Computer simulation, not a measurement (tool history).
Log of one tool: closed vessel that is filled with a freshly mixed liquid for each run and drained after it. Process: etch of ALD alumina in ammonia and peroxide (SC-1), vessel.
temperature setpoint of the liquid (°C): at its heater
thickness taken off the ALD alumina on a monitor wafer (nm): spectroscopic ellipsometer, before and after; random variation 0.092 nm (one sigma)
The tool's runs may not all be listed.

run,day,temperature setpoint of the liquid (°C),parts of 29 % ammonia solution to one part of 30 % peroxide (parts by volume),time in the liquid (s),thickness taken off the ALD alumina on a monitor wafer (nm)
1,0,56,0.45,185,8.6826
2,0.075,56.5,0.45,185,8.7653
3,0.354,52.5,0.45,185,7.2068
4,0.683,53.5,0.45,185,7.5915
5,0.975,54,0.45,185,7.698
6,1.133,54.5,0.45,185,8.018
7,1.412,55,0.45,185,8.1466

The next listed run, before its measurement:
8,1.567,55.5,0.45,185,?

Run 8 gave thickness taken off the ALD alumina on a monitor wafer (nm) 8.4246.
